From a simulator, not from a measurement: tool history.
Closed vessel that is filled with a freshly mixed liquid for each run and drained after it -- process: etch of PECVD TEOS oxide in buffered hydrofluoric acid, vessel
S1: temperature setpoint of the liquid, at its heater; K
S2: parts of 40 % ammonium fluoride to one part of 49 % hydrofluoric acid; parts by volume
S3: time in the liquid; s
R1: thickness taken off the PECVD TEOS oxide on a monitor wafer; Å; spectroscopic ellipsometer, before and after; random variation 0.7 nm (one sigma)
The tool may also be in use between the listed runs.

run 1 day=0 | S1=294.15 S2=12 S3=30 | R1=710.94
run 2 day=0.308 | S1=294.15 S2=12 S3=30 | R1=693.51
run 3 day=0.379 | S1=296.15 S2=11.5 S3=30 | R1=814.05
run 4 day=0.488 | S1=296.15 S2=8.5 S3=30 | R1=1055.6
run 5 day=0.788 | S1=296.65 S2=8.5 S3=30 | R1=1103.5
run 6 day=1.138 | S1=296.65 S2=5.5 S3=30 | R1=1672.3
run 7 day=1.504 | S1=292.65 S2=5.5 S3=30 | R1=1335

Estimate the outcome of run 8 from the log above:
run 8 day=1.833 | S1=292.15 S2=5.5 S3=30 | R1=?

{"run 8": {"R1": 1304.3}}
